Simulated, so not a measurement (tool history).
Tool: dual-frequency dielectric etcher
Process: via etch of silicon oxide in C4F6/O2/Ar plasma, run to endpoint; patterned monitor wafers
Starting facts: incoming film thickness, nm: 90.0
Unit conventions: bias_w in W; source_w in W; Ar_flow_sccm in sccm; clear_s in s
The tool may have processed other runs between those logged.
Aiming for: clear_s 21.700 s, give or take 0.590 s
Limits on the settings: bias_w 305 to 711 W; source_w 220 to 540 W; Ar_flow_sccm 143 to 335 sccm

run	hour	bias_w	source_w	Ar_flow_sccm	clear_s
1	0.0	508	380	239	17.794
2	5.4	508	330	239	18.756
3	10.9	508	380	239	17.841
4	19.1	478	380	239	18.088
5	25.9	478	430	239	17.040
6	32.2	434	390	245	18.525
7	40.7	401	370	249	19.581
8	47.0	377	360	251	20.194
9	50.4	309	330	256	22.709

Next run, 5 choices. One meets every target within its allowed miss, the rest don't. Which?
A	53.8	326	300	242	?
B	53.8	338	330	252	?
C	53.8	326	300	275	?
D	53.8	305	320	239	?
E	53.8	305	280	261	?

move	clear_s
A	22.703
B	21.544
C	22.999
D	22.465
E	24.159
A: as far off as the last run
B: all results in spec
C: lands further from the targets than the last run did
D: gains on the last run, yet a result remains outside its allowed miss
E: lands further from the targets than the last run did
Move B is the one to make.

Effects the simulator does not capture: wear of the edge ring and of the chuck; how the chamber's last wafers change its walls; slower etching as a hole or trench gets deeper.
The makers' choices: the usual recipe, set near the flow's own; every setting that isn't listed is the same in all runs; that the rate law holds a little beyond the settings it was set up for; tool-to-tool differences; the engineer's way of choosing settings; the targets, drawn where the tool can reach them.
